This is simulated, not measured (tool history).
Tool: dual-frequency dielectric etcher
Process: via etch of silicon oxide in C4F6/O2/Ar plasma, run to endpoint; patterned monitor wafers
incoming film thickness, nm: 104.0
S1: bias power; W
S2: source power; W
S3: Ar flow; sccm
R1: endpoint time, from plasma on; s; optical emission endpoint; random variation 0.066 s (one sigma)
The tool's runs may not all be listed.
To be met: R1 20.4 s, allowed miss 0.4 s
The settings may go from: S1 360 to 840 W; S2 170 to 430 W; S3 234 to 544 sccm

run  hour   S1   S2   S3      R1
  1     0  600  300  389  23.665
  2   8.6  499  300  389  24.901
  3  14.4  499  340  389  23.619
  4  22.3  499  340  346  23.262
  5  26.8  563  350  344  22.205
  6  28.2  563  390  344  21.127
  7  30.1  580  390  344  21.194
  8  32.8  600  390  343  20.796

Which of these 5 next moves meets every target?
  A  35.5  488  380  333   ?
  B  35.5  585  420  353   ?
  C  35.5  585  390  359   ?
  D  35.5  558  380  306   ?
  E  35.5  651  350  340   ?

move      R1
   A  22.409
   B  20.597
   C  21.272
   D  21.342
   E  21.385
A: further off than the last run
B: meets every target
C: further off than the last run
D: further off than the last run
E: further off than the last run
Answer: B
